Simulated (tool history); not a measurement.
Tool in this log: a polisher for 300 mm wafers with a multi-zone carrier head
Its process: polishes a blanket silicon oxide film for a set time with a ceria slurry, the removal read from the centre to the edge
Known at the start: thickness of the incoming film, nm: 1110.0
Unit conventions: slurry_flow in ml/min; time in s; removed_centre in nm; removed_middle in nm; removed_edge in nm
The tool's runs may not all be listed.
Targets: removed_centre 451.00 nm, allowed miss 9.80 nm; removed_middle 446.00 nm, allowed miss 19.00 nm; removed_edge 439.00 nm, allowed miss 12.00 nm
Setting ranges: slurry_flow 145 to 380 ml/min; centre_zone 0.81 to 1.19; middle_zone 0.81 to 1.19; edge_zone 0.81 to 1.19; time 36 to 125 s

run    day  slurry_flow  centre_zone  middle_zone  edge_zone  time  removed_centre  removed_middle  removed_edge
  1  0.000          245         1.00         1.00       1.00    80          314.08          310.78        330.55
  2  0.142          260         1.03         1.04       1.04    84          345.60          345.45        357.55
  3  0.404          270         1.06         1.06       1.07    86          366.53          362.12        362.77
  4  0.721          270         1.06         1.06       1.07   102          435.78          427.72        436.73
  5  1.029          270         1.06         0.99       1.07   102          431.48          402.71        442.96
  6  1.354          270         1.06         0.99       1.07   111          467.59          439.97        474.36
  7  1.425          260         1.06         1.00       1.05   111          464.85          448.61        464.22
  8  1.471          250         1.06         1.00       1.04   111          463.24          438.64        470.35
     1.567  -- slurry nozzle cleaned
  9  1.567          250         1.06         1.01       1.01   111          495.60          460.64        484.87

Pick the move, out of 5, that brings all results within their allowed miss; only one does.
  A  1.662          225         1.10         0.99       1.07   107               ?               ?             ?
  B  1.662          240         0.90         0.92       1.18   121               ?               ?             ?
  C  1.662          240         1.00         0.89       1.06   125               ?               ?             ?
  D  1.662          205         1.09         0.97       0.93   119               ?               ?             ?
  E  1.662          270         1.02         1.03       0.93   104               ?               ?             ?

move  removed_centre  removed_middle  removed_edge
   A          486.20          432.33        468.22
   B          460.10          464.00        553.71
   C          524.03          466.15        549.23
   D          528.32          466.60        490.67
   E          451.42          444.50        439.95
A: better than the last run, though not everything is in spec
B: the furthest-off result lands on target, but another misses its tolerance
C: lands further from the targets than the last run did
D: lands further from the targets than the last run did
E: every result lands within tolerance
Correct choice: E, which meets every target
